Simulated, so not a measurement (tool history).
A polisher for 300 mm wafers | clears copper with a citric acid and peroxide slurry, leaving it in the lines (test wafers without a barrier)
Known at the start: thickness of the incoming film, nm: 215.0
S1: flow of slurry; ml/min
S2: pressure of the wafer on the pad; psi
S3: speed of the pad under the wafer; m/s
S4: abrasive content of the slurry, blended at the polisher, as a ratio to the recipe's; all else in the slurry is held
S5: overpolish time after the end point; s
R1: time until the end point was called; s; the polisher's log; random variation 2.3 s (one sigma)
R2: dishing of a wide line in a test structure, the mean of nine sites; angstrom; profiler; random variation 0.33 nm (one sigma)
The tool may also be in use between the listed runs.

run	hour	S1	S2	S3	S4	S5	R1	R2
1	0	200	2.8	1.06	1	19	122.96	261.21
2	7.5	200	2.5	1.06	1	18	136.31	230.61
3	15.6	200	2.3	1.06	1	17	146.52	192.78
4	18	200	2.1	1.06	1	17	163.04	189.05
5	18.6	200	2.1	1.06	1	25	161.63	262.27
6	26.7	200	2.1	1.06	1	21	160.09	218.83

The next listed run, before its measurement:
7	28.4	200	1.6	1.06	1	14	?	?

{"run 7": {"R1": 210.52, "R2": 114.45}}
